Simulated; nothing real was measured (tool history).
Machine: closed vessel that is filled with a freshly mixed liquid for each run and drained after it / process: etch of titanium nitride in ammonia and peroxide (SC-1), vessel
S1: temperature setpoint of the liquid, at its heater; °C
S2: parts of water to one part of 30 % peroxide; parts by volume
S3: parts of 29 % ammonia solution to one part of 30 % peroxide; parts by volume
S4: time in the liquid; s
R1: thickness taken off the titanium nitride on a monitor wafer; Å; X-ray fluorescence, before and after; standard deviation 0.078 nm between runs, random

run  hour    S1    S2   S3   S4      R1
  1   0.0  56.0  17.0  0.6  230  129.29
  2   5.5  56.5  17.0  0.6  230  133.81
  3   6.7  57.0  17.0  0.6  230  138.98
  4   9.4  57.5  17.0  0.6  230  143.81
  5  15.3  57.5  17.0  0.4  230  133.50
  6  24.5  58.0  17.0  0.4  230  137.11
  7  26.5  58.5  17.0  0.4  230  143.51
  8  28.7  59.0  17.0  0.4  230  146.56

The next listed run, before its measurement:
  9  35.1  59.0  17.0  0.4  230   ?

R1: 147.28 Å

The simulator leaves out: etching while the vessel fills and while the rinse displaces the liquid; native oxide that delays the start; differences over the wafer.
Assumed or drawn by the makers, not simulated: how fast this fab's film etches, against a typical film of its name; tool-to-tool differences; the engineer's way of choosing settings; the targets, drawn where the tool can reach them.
